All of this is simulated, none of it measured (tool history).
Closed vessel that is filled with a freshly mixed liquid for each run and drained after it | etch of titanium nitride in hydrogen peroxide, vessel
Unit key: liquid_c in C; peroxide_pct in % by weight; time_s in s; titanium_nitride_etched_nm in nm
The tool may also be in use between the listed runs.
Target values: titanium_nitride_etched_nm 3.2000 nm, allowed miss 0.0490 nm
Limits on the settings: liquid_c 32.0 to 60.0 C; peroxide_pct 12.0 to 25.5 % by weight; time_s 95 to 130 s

| run | hour | liquid_c | peroxide_pct | time_s | titanium_nitride_etched_nm |
|---|---|---|---|---|---|
| 1 | 0.0 | 44.0 | 17.5 | 130 | 2.9696 |
| 2 | 2.0 | 44.5 | 17.5 | 130 | 3.0647 |
| 3 | 11.2 | 44.5 | 17.5 | 130 | 3.0717 |
| 4 | 18.1 | 44.5 | 17.5 | 130 | 3.0623 |
| 5 | 19.3 | 38.0 | 17.5 | 130 | 1.8628 |
| 6 | 20.9 | 32.0 | 17.5 | 130 | 1.1538 |
| 7 | 27.5 | 36.5 | 17.5 | 130 | 1.6686 |
| 8 | 36.0 | 39.5 | 17.5 | 130 | 2.1001 |
| 9 | 38.5 | 41.5 | 17.5 | 130 | 2.4650 |
| 10 | 45.2 | 45.5 | 17.5 | 130 | 3.2783 |

Exactly one of the 4 candidate moves below puts every result within its allowed miss. Which one?
| A | 51.9 | 44.5 | 21.0 | 130 | ? |
| B | 51.9 | 45.0 | 14.5 | 130 | ? |
| C | 51.9 | 44.5 | 17.5 | 130 | ? |
| D | 51.9 | 45.0 | 15.0 | 130 | ? |

| move | titanium_nitride_etched_nm |
|---|---|
| A | 3.1916 |
| B | 3.0614 |
| C | 3.0692 |
| D | 3.0833 |
A: all results in spec
B: pushes the last run's worst result past its target
C: pushes the last run's worst result past its target
D: pushes the last run's worst result past its target
Correct choice: A, which meets every target

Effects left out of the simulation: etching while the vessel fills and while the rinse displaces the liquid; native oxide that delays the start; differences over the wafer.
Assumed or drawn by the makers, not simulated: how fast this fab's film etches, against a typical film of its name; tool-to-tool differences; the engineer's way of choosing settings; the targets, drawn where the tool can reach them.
